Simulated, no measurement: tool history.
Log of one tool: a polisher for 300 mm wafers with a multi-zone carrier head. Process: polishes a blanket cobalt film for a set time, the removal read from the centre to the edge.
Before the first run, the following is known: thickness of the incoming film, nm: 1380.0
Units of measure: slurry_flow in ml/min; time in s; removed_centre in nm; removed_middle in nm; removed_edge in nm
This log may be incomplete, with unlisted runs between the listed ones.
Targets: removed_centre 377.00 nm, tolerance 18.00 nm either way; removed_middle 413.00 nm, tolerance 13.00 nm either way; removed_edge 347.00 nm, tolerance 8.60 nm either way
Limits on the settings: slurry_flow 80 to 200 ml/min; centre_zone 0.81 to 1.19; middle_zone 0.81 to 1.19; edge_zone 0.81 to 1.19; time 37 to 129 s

run 1 day=0.000 | slurry_flow=130 centre_zone=1.00 middle_zone=1.00 edge_zone=1.00 time=83 | removed_centre=267.12 removed_middle=270.59 removed_edge=276.53
run 2 day=0.308 | slurry_flow=150 centre_zone=1.02 middle_zone=1.06 edge_zone=1.01 time=87 | removed_centre=297.44 removed_middle=317.82 removed_edge=303.32
run 3 day=0.408 | slurry_flow=150 centre_zone=1.06 middle_zone=1.06 edge_zone=1.01 time=87 | removed_centre=312.07 removed_middle=313.30 removed_edge=304.45
run 4 day=0.712 | slurry_flow=180 centre_zone=1.06 middle_zone=1.06 edge_zone=1.01 time=87 | removed_centre=330.71 removed_middle=331.16 removed_edge=317.51
run 5 day=0.821 | slurry_flow=180 centre_zone=1.14 middle_zone=1.06 edge_zone=1.01 time=87 | removed_centre=364.09 removed_middle=335.49 removed_edge=312.51
run 6 day=1.150 | slurry_flow=185 centre_zone=1.13 middle_zone=1.10 edge_zone=1.01 time=89 | removed_centre=368.02 removed_middle=348.58 removed_edge=320.85
run 7 day=1.221 | slurry_flow=195 centre_zone=1.03 middle_zone=1.19 edge_zone=0.91 time=101 | removed_centre=382.56 removed_middle=437.85 removed_edge=353.75
run 8 day=1.488 | slurry_flow=190 centre_zone=1.03 middle_zone=1.18 edge_zone=0.91 time=101 | removed_centre=379.30 removed_middle=418.66 removed_edge=345.92

Of the 4 settings listed for the next run, only one would bring every result within its allowed miss of target. Which one?
run A day=1.754 | slurry_flow=170 centre_zone=1.05 middle_zone=1.19 edge_zone=0.87 time=105 | removed_centre=? removed_middle=? removed_edge=?
run B day=1.754 | slurry_flow=200 centre_zone=1.10 middle_zone=1.19 edge_zone=0.90 time=99 | removed_centre=? removed_middle=? removed_edge=?
run C day=1.754 | slurry_flow=190 centre_zone=1.08 middle_zone=1.16 edge_zone=0.85 time=99 | removed_centre=? removed_middle=? removed_edge=?
run D day=1.754 | slurry_flow=185 centre_zone=1.03 middle_zone=1.15 edge_zone=0.90 time=101 | removed_centre=? removed_middle=? removed_edge=?

move=A removed_centre=385.53 removed_middle=430.39 removed_edge=350.55
move=B removed_centre=398.70 removed_middle=422.24 removed_edge=345.18
move=C removed_centre=386.08 removed_middle=408.22 removed_edge=333.69
move=D removed_centre=372.75 removed_middle=410.79 removed_edge=347.83
A: its largest miss is bigger than the last run's
B: meets the target for the result that was furthest off, but another lies outside its allowed miss
C: meets the target for the result that was furthest off, but another lies outside its allowed miss
D: each result inside its tolerance
D meets every target.

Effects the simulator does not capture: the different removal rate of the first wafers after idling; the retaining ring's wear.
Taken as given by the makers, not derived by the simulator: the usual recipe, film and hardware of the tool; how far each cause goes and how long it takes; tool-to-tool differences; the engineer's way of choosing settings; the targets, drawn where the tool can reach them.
